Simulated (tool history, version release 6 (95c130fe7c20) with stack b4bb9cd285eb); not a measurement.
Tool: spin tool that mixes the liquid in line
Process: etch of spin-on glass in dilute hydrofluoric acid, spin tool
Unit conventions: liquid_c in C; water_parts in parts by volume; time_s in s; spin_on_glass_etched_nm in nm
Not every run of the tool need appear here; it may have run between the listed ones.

{"run": 1, "day": 0.0, "liquid_c": 20, "water_parts": 295, "time_s": 15, "spin_on_glass_etched_nm": 1.3033}
{"run": 2, "day": 0.075, "liquid_c": 20, "water_parts": 255, "time_s": 15, "spin_on_glass_etched_nm": 1.5576}
{"run": 3, "day": 0.117, "liquid_c": 20, "water_parts": 255, "time_s": 15, "spin_on_glass_etched_nm": 1.5678}
{"run": 4, "day": 0.233, "liquid_c": 20, "water_parts": 150, "time_s": 15, "spin_on_glass_etched_nm": 2.9612}
{"run": 5, "day": 0.312, "liquid_c": 22, "water_parts": 150, "time_s": 15, "spin_on_glass_etched_nm": 3.2021}
{"run": 6, "day": 0.438, "liquid_c": 21, "water_parts": 150, "time_s": 15, "spin_on_glass_etched_nm": 3.0863}
{"run": 7, "day": 0.475, "liquid_c": 17, "water_parts": 175, "time_s": 15, "spin_on_glass_etched_nm": 2.2047}

Run 8 is up next; what results do you expect?
{"run": 8, "day": 0.642, "liquid_c": 17, "water_parts": 175, "time_s": 15, "spin_on_glass_etched_nm": "?"}

{"run 8": {"spin_on_glass_etched_nm": 2.1553}}
